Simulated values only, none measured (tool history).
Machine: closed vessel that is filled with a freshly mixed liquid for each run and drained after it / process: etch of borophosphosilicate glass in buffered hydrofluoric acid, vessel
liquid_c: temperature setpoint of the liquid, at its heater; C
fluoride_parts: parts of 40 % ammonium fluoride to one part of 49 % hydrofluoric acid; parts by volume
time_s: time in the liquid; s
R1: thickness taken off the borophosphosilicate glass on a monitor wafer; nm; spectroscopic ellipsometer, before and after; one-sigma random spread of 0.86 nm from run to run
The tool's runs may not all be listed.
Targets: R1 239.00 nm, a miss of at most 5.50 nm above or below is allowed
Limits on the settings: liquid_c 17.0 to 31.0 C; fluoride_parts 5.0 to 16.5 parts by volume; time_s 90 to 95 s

{"run": 1, "hour": 0.0, "liquid_c": 23.0, "fluoride_parts": 10.0, "time_s": 90, "R1": 181.78}
{"run": 2, "hour": 5.4, "liquid_c": 21.0, "fluoride_parts": 10.0, "time_s": 90, "R1": 163.03}
{"run": 3, "hour": 6.0, "liquid_c": 24.0, "fluoride_parts": 10.0, "time_s": 90, "R1": 192.47}
{"run": 4, "hour": 8.6, "liquid_c": 21.5, "fluoride_parts": 10.0, "time_s": 90, "R1": 167.4}
{"run": 5, "hour": 15.1, "liquid_c": 21.5, "fluoride_parts": 10.0, "time_s": 95, "R1": 176.95}
{"run": 6, "hour": 15.9, "liquid_c": 21.5, "fluoride_parts": 10.0, "time_s": 95, "R1": 177.05}
{"run": 7, "hour": 24.8, "liquid_c": 22.5, "fluoride_parts": 10.0, "time_s": 95, "R1": 186.22}
{"run": 8, "hour": 32.5, "liquid_c": 23.5, "fluoride_parts": 10.0, "time_s": 95, "R1": 196.73}
{"run": 9, "hour": 41.0, "liquid_c": 24.5, "fluoride_parts": 10.0, "time_s": 95, "R1": 209.53}
{"run": 10, "hour": 44.2, "liquid_c": 25.0, "fluoride_parts": 10.0, "time_s": 95, "R1": 213.13}
{"run": 11, "hour": 50.7, "liquid_c": 25.5, "fluoride_parts": 10.0, "time_s": 95, "R1": 219.86}
{"run": 12, "hour": 58.7, "liquid_c": 26.0, "fluoride_parts": 10.0, "time_s": 95, "R1": 226.66}
{"run": 13, "hour": 60.2, "liquid_c": 26.5, "fluoride_parts": 10.0, "time_s": 95, "R1": 231.85}

Consider the 4 candidate settings below. Which is the only one whose results all fall within their allowed miss of target?
{"run": "A", "hour": 61.7, "liquid_c": 22.5, "fluoride_parts": 8.0, "time_s": 95, "R1": "?"}
{"run": "B", "hour": 61.7, "liquid_c": 26.5, "fluoride_parts": 10.0, "time_s": 90, "R1": "?"}
{"run": "C", "hour": 61.7, "liquid_c": 27.5, "fluoride_parts": 9.5, "time_s": 90, "R1": "?"}
{"run": "D", "hour": 61.7, "liquid_c": 26.0, "fluoride_parts": 9.0, "time_s": 90, "R1": "?"}

move=A R1=229.09
move=B R1=221.10
move=C R1=240.85
move=D R1=230.25
A: its largest miss is bigger than the last run's
B: its largest miss is bigger than the last run's
C: hits every target within its allowed miss
D: its largest miss is bigger than the last run's
Answer: C
